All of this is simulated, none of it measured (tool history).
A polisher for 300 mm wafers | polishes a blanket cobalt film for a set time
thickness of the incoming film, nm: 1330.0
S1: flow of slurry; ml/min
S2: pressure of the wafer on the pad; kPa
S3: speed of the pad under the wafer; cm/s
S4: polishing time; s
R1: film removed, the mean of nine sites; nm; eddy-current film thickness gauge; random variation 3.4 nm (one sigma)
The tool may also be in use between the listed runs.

{"run": 1, "day": 0.0, "S1": 220, "S2": 11.7, "S3": 112, "S4": 106, "R1": 449.46}
{"run": 2, "day": 0.075, "S1": 220, "S2": 11.7, "S3": 112, "S4": 106, "R1": 438.34}
{"run": 3, "day": 0.229, "S1": 195, "S2": 11.7, "S3": 112, "S4": 106, "R1": 427.32}
{"run": 4, "day": 0.421, "S1": 185, "S2": 10.3, "S3": 110, "S4": 106, "R1": 378.84}
{"run": 5, "day": 0.458, "S1": 185, "S2": 9, "S3": 108, "S4": 106, "R1": 328.03}
{"run": 6, "day": 0.808, "S1": 225, "S2": 9, "S3": 108, "S4": 106, "R1": 333.7}
{"run": 7, "day": 0.833, "S1": 225, "S2": 9, "S3": 108, "S4": 106, "R1": 332.41}

Forecast run 8:
{"run": 8, "day": 1.062, "S1": 225, "S2": 8.3, "S3": 108, "S4": 106, "R1": "?"}

R1: 316.39 nm
